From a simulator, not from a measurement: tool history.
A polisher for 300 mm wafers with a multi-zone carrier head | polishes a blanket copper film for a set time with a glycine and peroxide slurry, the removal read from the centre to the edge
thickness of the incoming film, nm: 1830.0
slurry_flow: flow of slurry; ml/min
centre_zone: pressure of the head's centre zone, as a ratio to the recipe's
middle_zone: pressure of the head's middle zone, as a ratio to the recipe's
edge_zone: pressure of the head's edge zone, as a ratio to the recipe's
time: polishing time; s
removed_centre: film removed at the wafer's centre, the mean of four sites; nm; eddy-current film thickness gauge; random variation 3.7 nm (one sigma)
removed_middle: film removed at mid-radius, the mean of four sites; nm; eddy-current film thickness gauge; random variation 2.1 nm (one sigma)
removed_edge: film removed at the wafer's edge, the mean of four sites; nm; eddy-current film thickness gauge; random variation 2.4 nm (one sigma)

Run 1, day 0: slurry_flow 315 ml/min, centre_zone 1, middle_zone 1, edge_zone 1, time 79 s. Result: removed_centre 385.55 nm, removed_middle 413.75 nm, removed_edge 422.55 nm.
Run 2, day 0.167: slurry_flow 315 ml/min, centre_zone 1, middle_zone 1.06, edge_zone 1, time 79 s. Result: removed_centre 386.75 nm, removed_middle 438.87 nm, removed_edge 411.7 nm.
Run 3, day 0.267: slurry_flow 315 ml/min, centre_zone 1, middle_zone 1.06, edge_zone 0.95, time 79 s. Result: removed_centre 384.83 nm, removed_middle 436.44 nm, removed_edge 408.94 nm.
Run 4, day 0.296: slurry_flow 315 ml/min, centre_zone 1, middle_zone 1.06, edge_zone 0.91, time 79 s. Result: removed_centre 392.52 nm, removed_middle 438.71 nm, removed_edge 403.18 nm.
Run 5, day 0.525: slurry_flow 315 ml/min, centre_zone 1, middle_zone 1.06, edge_zone 0.99, time 79 s. Result: removed_centre 389.12 nm, removed_middle 434.8 nm, removed_edge 416.53 nm.
Run 6, day 0.729: slurry_flow 390 ml/min, centre_zone 1, middle_zone 1.06, edge_zone 0.99, time 79 s. Result: removed_centre 387.73 nm, removed_middle 443 nm, removed_edge 416.76 nm.
At day 0.992: centre zone pressure recalibrated.
Run 7, day 0.992: slurry_flow 385 ml/min, centre_zone 1.04, middle_zone 1.06, edge_zone 0.96, time 69 s. Result: removed_centre 389.87 nm, removed_middle 385.32 nm, removed_edge 361.29 nm.
Run 8, day 1.325: slurry_flow 390 ml/min, centre_zone 1.03, middle_zone 1.06, edge_zone 0.94, time 62 s. Result: removed_centre 346.36 nm, removed_middle 345.9 nm, removed_edge 322.72 nm.
Run 9, day 1.35: slurry_flow 380 ml/min, centre_zone 1.03, middle_zone 1.01, edge_zone 0.84, time 52 s. Result: removed_centre 282.32 nm, removed_middle 277.02 nm, removed_edge 259.83 nm.

Run 10 comes next. What will it give?
Run 10, day 1.596: slurry_flow 385 ml/min, centre_zone 1.04, middle_zone 1.02, edge_zone 0.85, time 52 s. Result: removed_centre ?, removed_middle ?, removed_edge ?.

removed_centre: 286.83 nm
removed_middle: 280.65 nm
removed_edge: 260.74 nm
